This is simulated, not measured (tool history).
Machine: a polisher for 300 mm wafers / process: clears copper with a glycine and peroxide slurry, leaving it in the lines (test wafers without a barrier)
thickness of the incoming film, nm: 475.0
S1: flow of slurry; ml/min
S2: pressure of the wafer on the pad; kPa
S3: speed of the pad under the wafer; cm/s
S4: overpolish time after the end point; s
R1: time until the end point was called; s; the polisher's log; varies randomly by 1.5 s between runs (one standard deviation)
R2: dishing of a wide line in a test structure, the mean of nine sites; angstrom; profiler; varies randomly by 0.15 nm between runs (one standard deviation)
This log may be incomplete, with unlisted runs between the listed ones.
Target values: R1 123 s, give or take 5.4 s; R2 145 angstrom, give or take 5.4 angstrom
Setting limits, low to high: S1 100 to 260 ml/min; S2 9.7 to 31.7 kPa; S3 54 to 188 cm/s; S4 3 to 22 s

{"run": 1, "hour": 0.0, "S1": 165, "S2": 20.7, "S3": 120, "S4": 11, "R1": 59.529, "R2": 422.45}
{"run": 2, "hour": 9.0, "S1": 165, "S2": 24.1, "S3": 120, "S4": 11, "R1": 52.113, "R2": 460.44}
{"run": 3, "hour": 17.9, "S1": 165, "S2": 24.1, "S3": 120, "S4": 15, "R1": 50.221, "R2": 556.51}
{"run": 4, "hour": 24.9, "S1": 165, "S2": 24.1, "S3": 150, "S4": 15, "R1": 43.868, "R2": 599.94}
{"run": 5, "hour": 30.9, "S1": 150, "S2": 21.4, "S3": 132, "S4": 13, "R1": 54.159, "R2": 482.99}
{"run": 6, "hour": 32.6, "S1": 180, "S2": 21.4, "S3": 132, "S4": 13, "R1": 52.17, "R2": 497.13}
{"run": 7, "hour": 41.0, "S1": 165, "S2": 19.3, "S3": 118, "S4": 11, "R1": 63.258, "R2": 396.45}
{"run": 8, "hour": 43.7, "S1": 150, "S2": 17.2, "S3": 108, "S4": 9, "R1": 73.712, "R2": 300.14}
{"run": 9, "hour": 51.9, "S1": 150, "S2": 15.9, "S3": 98, "S4": 8, "R1": 85.11, "R2": 252.05}
{"run": 10, "hour": 55.7, "S1": 150, "S2": 15.2, "S3": 92, "S4": 7, "R1": 90.833, "R2": 214.37}
{"run": 11, "hour": 59.4, "S1": 150, "S2": 14.5, "S3": 88, "S4": 7, "R1": 98.381, "R2": 206.92}
{"run": 12, "hour": 65.3, "S1": 165, "S2": 10.3, "S3": 78, "S4": 3, "R1": 132.1, "R2": 72.156}
{"run": 13, "hour": 67.9, "S1": 115, "S2": 15.2, "S3": 64, "S4": 6, "R1": 114.9, "R2": 154.84}
{"run": 14, "hour": 69.4, "S1": 130, "S2": 14.5, "S3": 56, "S4": 7, "R1": 123.44, "R2": 164.1}
{"run": 15, "hour": 70.0, "S1": 120, "S2": 14.5, "S3": 58, "S4": 5, "R1": 125.76, "R2": 122.11}

Which one of the following 4 next-run settings gets every result inside its allowed miss? There is exactly one.
{"run": "A", "hour": 70.6, "S1": 105, "S2": 13.8, "S3": 78, "S4": 5, "R1": "?", "R2": "?"}
{"run": "B", "hour": 70.6, "S1": 100, "S2": 18.6, "S3": 54, "S4": 6, "R1": "?", "R2": "?"}
{"run": "C", "hour": 70.6, "S1": 140, "S2": 15.2, "S3": 64, "S4": 5, "R1": "?", "R2": "?"}
{"run": "D", "hour": 70.6, "S1": 105, "S2": 14.5, "S3": 60, "S4": 6, "R1": "?", "R2": "?"}

move=A R1=112.95 R2=131.6
move=B R1=109.46 R2=160.72
move=C R1=111.08 R2=134.05
move=D R1=124.27 R2=142.9
A: gains on the last run, yet a result remains outside its allowed miss
B: moves the result that the last run missed by most past its target, out the other side
C: gains on the last run, yet a result remains outside its allowed miss
D: hits every target within its allowed miss
So the answer is move D, the one that meets all the targets.
